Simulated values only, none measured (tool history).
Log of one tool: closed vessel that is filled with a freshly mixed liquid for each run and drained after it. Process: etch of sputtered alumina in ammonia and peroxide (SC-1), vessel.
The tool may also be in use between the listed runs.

run	hour	temperature setpoint of the liquid (K)	parts of 29 % ammonia solution to one part of 30 % peroxide (parts by volume)	time in the liquid (s)	thickness taken off the sputtered alumina on a monitor wafer (Å)
1	0	328.15	0.45	40	48.698
2	7.4	328.15	0.45	40	48.685
3	13	327.15	0.45	40	46.406
4	17.5	327.15	0.35	40	45.14
5	24.1	326.15	0.35	40	42.602
6	26.7	326.15	0.35	40	43.047

Run 7 comes next. What will it give?
7	34	325.65	0.35	40	?

{"run 7": {"thickness taken off the sputtered alumina on a monitor wafer (Å)": 41.789}}

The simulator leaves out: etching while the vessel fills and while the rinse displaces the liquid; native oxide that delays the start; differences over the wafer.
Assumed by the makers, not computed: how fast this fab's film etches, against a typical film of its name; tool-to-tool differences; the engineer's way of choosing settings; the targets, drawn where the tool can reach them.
